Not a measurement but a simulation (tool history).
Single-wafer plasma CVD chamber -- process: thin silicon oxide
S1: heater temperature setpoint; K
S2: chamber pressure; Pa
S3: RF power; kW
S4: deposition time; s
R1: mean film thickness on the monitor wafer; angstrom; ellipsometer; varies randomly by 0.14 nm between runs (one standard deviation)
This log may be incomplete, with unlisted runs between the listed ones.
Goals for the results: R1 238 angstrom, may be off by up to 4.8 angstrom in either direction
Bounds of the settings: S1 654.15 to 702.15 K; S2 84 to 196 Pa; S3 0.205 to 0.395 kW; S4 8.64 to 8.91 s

| run | day | S1 | S2 | S3 | S4 | R1 |
|---|---|---|---|---|---|---|
| 1 | 0 | 678.15 | 140 | 0.3 | 8.64 | 212.13 |
| 2 | 0.292 | 678.15 | 144 | 0.3 | 8.64 | 216.31 |
| 3 | 0.521 | 678.15 | 147 | 0.3 | 8.64 | 221.01 |
| 4 | 0.671 | 688.15 | 147 | 0.3 | 8.64 | 218.33 |
| 5 | 0.908 | 688.15 | 149 | 0.3 | 8.64 | 222.65 |
| 6 | 1.092 | 688.15 | 152 | 0.3 | 8.64 | 227.06 |
| 7 | 1.371 | 688.15 | 153 | 0.3 | 8.64 | 226.77 |
| 8 | 1.4 | 688.15 | 155 | 0.3 | 8.64 | 227.92 |
| 9 | 1.662 | 688.15 | 156 | 0.3 | 8.64 | 231.77 |

Exercise: of the 5 proposed moves below, exactly one satisfies all targets within the stated allowed misses. Which move is it?
| A | 1.925 | 687.15 | 156 | 0.295 | 8.64 | ? |
| B | 1.925 | 680.15 | 161 | 0.285 | 8.91 | ? |
| C | 1.925 | 692.15 | 144 | 0.33 | 8.64 | ? |
| D | 1.925 | 680.15 | 137 | 0.34 | 8.91 | ? |
| E | 1.925 | 682.15 | 147 | 0.325 | 8.67 | ? |

| move | R1 |
|---|---|
| A | 225.67 |
| B | 233.64 |
| C | 221.58 |
| D | 223.91 |
| E | 225.58 |
A: its largest miss is bigger than the last run's
B: all results in spec
C: its largest miss is bigger than the last run's
D: its largest miss is bigger than the last run's
E: its largest miss is bigger than the last run's
So the answer is move B, the one that meets all the targets.
